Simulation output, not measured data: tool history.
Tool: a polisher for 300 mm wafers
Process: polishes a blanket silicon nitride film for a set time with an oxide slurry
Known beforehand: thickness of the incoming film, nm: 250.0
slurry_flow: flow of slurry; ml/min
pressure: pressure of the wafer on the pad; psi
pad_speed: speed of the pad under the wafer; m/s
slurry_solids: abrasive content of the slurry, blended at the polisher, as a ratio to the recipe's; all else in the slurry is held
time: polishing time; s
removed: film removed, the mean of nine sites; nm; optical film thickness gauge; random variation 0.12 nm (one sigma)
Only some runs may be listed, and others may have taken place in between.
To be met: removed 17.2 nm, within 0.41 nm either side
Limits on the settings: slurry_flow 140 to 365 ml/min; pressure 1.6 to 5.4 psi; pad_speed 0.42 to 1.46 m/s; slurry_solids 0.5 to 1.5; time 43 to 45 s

Run 1, hour 0: slurry_flow 235 ml/min, pressure 3.5 psi, pad_speed 0.94 m/s, slurry_solids 1, time 43 s. Result: removed 21.704 nm.
Run 2, hour 5.6: slurry_flow 235 ml/min, pressure 3.5 psi, pad_speed 0.94 m/s, slurry_solids 1, time 43 s. Result: removed 21.521 nm.
Run 3, hour 13.2: slurry_flow 265 ml/min, pressure 3.5 psi, pad_speed 0.94 m/s, slurry_solids 1, time 43 s. Result: removed 22.154 nm.
Run 4, hour 21.5: slurry_flow 245 ml/min, pressure 3.3 psi, pad_speed 0.94 m/s, slurry_solids 1, time 43 s. Result: removed 20.648 nm.
Run 5, hour 28.9: slurry_flow 245 ml/min, pressure 3.3 psi, pad_speed 0.94 m/s, slurry_solids 0.85, time 43 s. Result: removed 19.862 nm.
Run 6, hour 34.8: slurry_flow 230 ml/min, pressure 3.2 psi, pad_speed 0.94 m/s, slurry_solids 0.85, time 43 s. Result: removed 18.974 nm.
Run 7, hour 41.9: slurry_flow 220 ml/min, pressure 3.1 psi, pad_speed 0.94 m/s, slurry_solids 0.85, time 43 s. Result: removed 18.483 nm.
Run 8, hour 48: slurry_flow 215 ml/min, pressure 3 psi, pad_speed 0.94 m/s, slurry_solids 0.85, time 43 s. Result: removed 17.765 nm.
Run 9, hour 49.7: slurry_flow 210 ml/min, pressure 3 psi, pad_speed 0.94 m/s, slurry_solids 0.85, time 43 s. Result: removed 17.677 nm.

Next run, 5 choices. One meets every target within its allowed miss, the rest don't. Which?
Run A, hour 51.4: slurry_flow 150 ml/min, pressure 2.6 psi, pad_speed 1.14 m/s, slurry_solids 0.6, time 45 s. Result: removed ?.
Run B, hour 51.4: slurry_flow 145 ml/min, pressure 2.9 psi, pad_speed 0.94 m/s, slurry_solids 0.95, time 45 s. Result: removed ?.
Run C, hour 51.4: slurry_flow 285 ml/min, pressure 3 psi, pad_speed 0.92 m/s, slurry_solids 0.5, time 45 s. Result: removed ?.
Run D, hour 51.4: slurry_flow 200 ml/min, pressure 2.2 psi, pad_speed 1.12 m/s, slurry_solids 1.1, time 43 s. Result: removed ?.
Run E, hour 51.4: slurry_flow 210 ml/min, pressure 2.8 psi, pad_speed 1 m/s, slurry_solids 0.95, time 44 s. Result: removed ?.

move  removed
   A   15.968
   B   17.308
   C   16.557
   D   15.864
   E   18.253
A: carries the result that was furthest off beyond its target, to the other side
B: each result inside its tolerance
C: carries the result that was furthest off beyond its target, to the other side
D: carries the result that was furthest off beyond its target, to the other side
E: misses by more than the last run did
Go with B: it meets all targets.

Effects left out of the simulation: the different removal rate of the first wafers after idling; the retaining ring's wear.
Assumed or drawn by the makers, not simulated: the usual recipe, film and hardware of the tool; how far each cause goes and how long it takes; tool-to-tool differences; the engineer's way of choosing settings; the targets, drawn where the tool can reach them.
